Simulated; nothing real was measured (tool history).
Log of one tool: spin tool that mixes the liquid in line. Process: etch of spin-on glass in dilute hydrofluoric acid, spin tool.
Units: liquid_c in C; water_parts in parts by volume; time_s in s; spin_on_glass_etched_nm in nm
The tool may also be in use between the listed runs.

| run | day | liquid_c | water_parts | time_s | spin_on_glass_etched_nm |
|---|---|---|---|---|---|
| 1 | 0.000 | 23.0 | 115 | 70 | 26.723 |
| 2 | 0.308 | 23.0 | 115 | 70 | 26.772 |
| 3 | 0.550 | 20.5 | 115 | 70 | 24.214 |
| 4 | 0.688 | 23.5 | 90 | 70 | 36.131 |
| 5 | 0.750 | 23.5 | 90 | 70 | 36.004 |
| 6 | 0.925 | 23.5 | 55 | 70 | 61.629 |

Forecast run 7:
| 7 | 1.267 | 25.5 | 55 | 70 | ? |

{"run 7": {"spin_on_glass_etched_nm": 67.525}}

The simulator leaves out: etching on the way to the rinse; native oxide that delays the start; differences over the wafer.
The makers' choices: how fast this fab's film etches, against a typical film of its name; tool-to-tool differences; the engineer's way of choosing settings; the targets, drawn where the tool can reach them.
